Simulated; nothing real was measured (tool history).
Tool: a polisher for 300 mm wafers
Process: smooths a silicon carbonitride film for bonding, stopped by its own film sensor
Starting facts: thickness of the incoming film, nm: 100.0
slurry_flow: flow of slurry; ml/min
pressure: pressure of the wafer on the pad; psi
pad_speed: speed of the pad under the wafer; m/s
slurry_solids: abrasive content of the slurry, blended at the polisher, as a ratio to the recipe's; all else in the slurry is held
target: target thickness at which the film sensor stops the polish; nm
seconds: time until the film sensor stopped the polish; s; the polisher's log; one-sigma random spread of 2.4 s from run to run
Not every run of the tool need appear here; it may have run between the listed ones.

run 1 hour=0.0 | slurry_flow=305 pressure=1.8 pad_speed=0.72 slurry_solids=1.00 target=89 | seconds=82.855
run 2 hour=6.1 | slurry_flow=305 pressure=1.8 pad_speed=0.72 slurry_solids=1.20 target=89 | seconds=77.959
run 3 hour=10.6 | slurry_flow=305 pressure=1.8 pad_speed=0.72 slurry_solids=1.05 target=89 | seconds=81.573
run 4 hour=17.0 | slurry_flow=305 pressure=1.5 pad_speed=0.66 slurry_solids=1.05 target=89 | seconds=104.950
run 5 hour=19.5 | slurry_flow=305 pressure=1.3 pad_speed=0.64 slurry_solids=1.05 target=89 | seconds=121.310
run 6 hour=26.7 | slurry_flow=305 pressure=1.3 pad_speed=0.56 slurry_solids=1.05 target=89 | seconds=131.550

Forecast run 7:
run 7 hour=31.8 | slurry_flow=305 pressure=1.2 pad_speed=0.56 slurry_solids=1.05 target=89 | seconds=?

{"run 7": {"seconds": 143.88}}
